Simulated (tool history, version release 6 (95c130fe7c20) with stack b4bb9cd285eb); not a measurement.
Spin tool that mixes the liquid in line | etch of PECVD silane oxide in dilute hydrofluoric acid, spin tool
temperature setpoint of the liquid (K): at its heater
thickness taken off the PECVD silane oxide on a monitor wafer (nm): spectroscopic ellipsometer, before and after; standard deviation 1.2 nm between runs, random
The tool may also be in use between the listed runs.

run,hour,temperature setpoint of the liquid (K),parts of water to one part of 49 % hydrofluoric acid (parts by volume),time under the liquid (s),thickness taken off the PECVD silane oxide on a monitor wafer (nm)
1,0.0,294.15,50,50,44.710
2,6.8,295.65,45,50,51.704
3,8.1,295.65,45,50,52.962
4,11.6,295.65,45,50,52.735
5,20.2,292.65,45,50,46.706
6,25.2,294.65,40,50,56.796
7,28.1,296.15,35,50,69.625
8,31.6,297.15,30,50,85.625
9,40.0,298.15,30,50,89.335
10,46.9,299.15,30,50,94.554
11,48.5,299.65,30,50,94.101
12,57.1,300.15,30,50,98.294

For run 13, what comes out?
13,58.3,300.65,30,50,?

Logged for run 13: thickness taken off the PECVD silane oxide on a monitor wafer (nm) 98.544.
